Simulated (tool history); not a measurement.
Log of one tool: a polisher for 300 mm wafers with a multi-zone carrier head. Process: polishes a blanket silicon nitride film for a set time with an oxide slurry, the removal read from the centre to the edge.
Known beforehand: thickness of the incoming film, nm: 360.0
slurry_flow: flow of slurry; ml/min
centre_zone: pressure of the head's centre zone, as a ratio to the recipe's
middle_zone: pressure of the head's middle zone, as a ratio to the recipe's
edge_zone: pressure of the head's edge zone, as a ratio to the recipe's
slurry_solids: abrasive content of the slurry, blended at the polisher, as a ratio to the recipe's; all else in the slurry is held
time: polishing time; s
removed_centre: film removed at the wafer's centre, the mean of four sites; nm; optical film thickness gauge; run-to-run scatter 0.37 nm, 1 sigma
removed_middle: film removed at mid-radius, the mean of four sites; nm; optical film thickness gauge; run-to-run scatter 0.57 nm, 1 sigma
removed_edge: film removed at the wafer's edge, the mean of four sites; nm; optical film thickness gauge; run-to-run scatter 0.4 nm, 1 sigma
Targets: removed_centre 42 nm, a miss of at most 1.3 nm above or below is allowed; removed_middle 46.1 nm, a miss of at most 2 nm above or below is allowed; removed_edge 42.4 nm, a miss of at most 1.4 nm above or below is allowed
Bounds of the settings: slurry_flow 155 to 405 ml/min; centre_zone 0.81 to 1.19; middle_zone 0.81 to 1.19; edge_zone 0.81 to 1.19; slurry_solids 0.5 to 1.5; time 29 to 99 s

run,hour,slurry_flow,centre_zone,middle_zone,edge_zone,slurry_solids,time,removed_centre,removed_middle,removed_edge
1,0,260,1,1,1,1,64,50.148,47.554,48.838
2,1.8,260,1,1,1.05,1,64,50.424,47.595,50.738
3,5.8,255,0.99,1,1.02,1,64,49.689,47.06,49.971
4,9.3,255,0.99,1.07,1.02,1,64,49.872,50.848,49.079
5,17.6,215,0.99,1.07,1.02,1,64,48.101,48.912,49.758
6,23.2,215,0.98,1.07,1,1,64,47.509,50.574,49.126
7,31.3,205,0.95,0.99,0.9,0.8,64,40.037,40.875,41.089
8,36.7,210,0.95,1,0.9,0.8,64,39.775,40.249,40.979
9,41.8,215,0.95,1.02,0.9,0.8,64,39.586,41.132,41.309
10,43.4,215,0.96,1.04,0.9,0.8,64,40.418,41.7,40.991
11,47.1,215,0.96,1.05,0.9,0.8,64,39.864,41.914,41.197
12,51.8,220,0.96,1.06,0.9,0.8,64,40.726,43.584,41.329
13,53.7,225,0.96,1.06,0.9,0.8,64,40.728,43.54,40.295
14,56.2,225,0.96,1.06,0.91,0.8,64,40.759,43.697,40.388
15,62.1,225,0.96,1.06,0.92,0.8,64,40.244,42.718,41.395
16,62.9,225,0.96,1.07,0.92,0.8,64,40.258,43.321,41.921
17,67,230,0.96,1.08,0.92,0.8,64,40.676,43.564,41.289
18,67.7,250,0.96,1.13,0.95,0.85,64,42.859,48.445,42.951

5 next moves are on the table. One of them brings every result within its allowed miss. Which?
A,68.4,215,0.95,1.1,0.9,0.9,61,?,?,?
B,68.4,310,0.93,1.19,0.89,0.75,69,?,?,?
C,68.4,200,1.03,1.04,1,0.85,63,?,?,?
D,68.4,285,1.01,1.15,0.84,1,56,?,?,?
E,68.4,210,1.05,0.96,1.05,0.65,78,?,?,?

move,removed_centre,removed_middle,removed_edge
A,41.721,46.309,42.578
B,41.71,50.449,42.844
C,44.729,43.645,44.061
D,44.412,48.017,41.159
E,45.791,40.961,45.189
A: all results in spec
B: further off than the last run
C: the result that was furthest off in the last run now lies on the other side of its target
D: puts the biggest miss on target and leaves a different result outside tolerance
E: the result that was furthest off in the last run now lies on the other side of its target
Move A is the one to make.
